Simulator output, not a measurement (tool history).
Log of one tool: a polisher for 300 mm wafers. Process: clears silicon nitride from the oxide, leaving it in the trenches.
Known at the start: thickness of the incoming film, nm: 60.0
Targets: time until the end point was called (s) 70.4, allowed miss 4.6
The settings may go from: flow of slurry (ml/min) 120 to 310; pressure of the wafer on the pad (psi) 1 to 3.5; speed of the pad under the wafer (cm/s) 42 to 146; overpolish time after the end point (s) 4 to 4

| run | hour | flow of slurry (ml/min) | pressure of the wafer on the pad (psi) | speed of the pad under the wafer (cm/s) | overpolish time after the end point (s) | time until the end point was called (s) |
|---|---|---|---|---|---|---|
| 1 | 0 | 200 | 2.2 | 94 | 4 | 99.348 |
| 2 | 4.3 | 200 | 2.2 | 94 | 4 | 99.944 |
| 3 | 9.5 | 175 | 2.2 | 94 | 4 | 102.01 |
| 4 | 11.9 | 175 | 2.2 | 112 | 4 | 86.552 |
| 5 | 19.5 | 175 | 2.3 | 112 | 4 | 85.767 |
| 6 | 22.5 | 175 | 2.4 | 114 | 4 | 77.975 |
| 7 | 30.3 | 175 | 2.4 | 114 | 4 | 78.661 |
| 8 | 35.3 | 175 | 2.5 | 114 | 4 | 75.291 |

4 next moves are on the table. One of them brings every result within its allowed miss. Which?
| A | 40.3 | 170 | 2 | 130 | 4 | ? |
| B | 40.3 | 175 | 2.7 | 130 | 4 | ? |
| C | 40.3 | 200 | 2.3 | 110 | 4 | ? |
| D | 40.3 | 150 | 2.6 | 124 | 4 | ? |

| move | time until the end point was called (s) |
|---|---|
| A | 84.461 |
| B | 62.787 |
| C | 83.602 |
| D | 69.981 |
A: further off than the last run
B: takes the result that was furthest off past its target
C: further off than the last run
D: meets every target
Answer: D
